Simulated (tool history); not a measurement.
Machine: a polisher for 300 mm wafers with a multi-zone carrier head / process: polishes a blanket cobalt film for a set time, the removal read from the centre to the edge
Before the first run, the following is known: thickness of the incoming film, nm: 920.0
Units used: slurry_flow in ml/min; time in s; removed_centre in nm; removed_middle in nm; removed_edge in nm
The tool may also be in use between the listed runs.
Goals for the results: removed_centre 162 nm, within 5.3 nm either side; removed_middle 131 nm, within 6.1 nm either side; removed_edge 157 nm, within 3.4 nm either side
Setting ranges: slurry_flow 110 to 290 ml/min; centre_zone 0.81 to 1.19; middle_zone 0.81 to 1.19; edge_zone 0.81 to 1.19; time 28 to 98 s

run	hour	slurry_flow	centre_zone	middle_zone	edge_zone	time	removed_centre	removed_middle	removed_edge
1	0	185	1	1	1	63	234.85	229.26	234.38
2	4.8	170	1.01	0.94	0.98	56	201.98	193.52	203.47
3	12.6	165	1.05	0.9	1	51	194.63	166.72	185.69
4	13.5	165	1.05	0.9	1	61	230.04	201.74	223.34
5	18.3	165	1.05	0.9	1	67	257.2	218.36	244.02
6	23.1	155	1.05	0.87	1	59	218.72	182.14	215.5
7	28.7	150	1.05	0.82	0.9	41	152.37	123.43	140.31
8	35	200	1.04	0.82	1	40	155.92	128.32	150.7
9	43.8	200	1.05	0.82	1.02	40	157.79	125.11	149.26
10	51.8	200	1.05	0.83	1.04	40	156.71	127.69	153.07

Which one of the following 4 next-run settings gets every result inside its allowed miss? There is exactly one.
A	59.8	210	1.05	0.83	1.03	41	?	?	?
B	59.8	245	0.95	0.85	1	41	?	?	?
C	59.8	150	1.11	0.81	1.08	41	?	?	?
D	59.8	155	1.08	0.81	1.04	40	?	?	?

move	removed_centre	removed_middle	removed_edge
A	162.67	130.29	156.08
B	150.51	135.72	156.24
C	160.92	120.28	152.99
D	153.9	118.18	147.21
A: hits every target within its allowed miss
B: the furthest-off result lands on target, but another misses its tolerance
C: its largest miss is bigger than the last run's
D: its largest miss is bigger than the last run's
The right move is A.
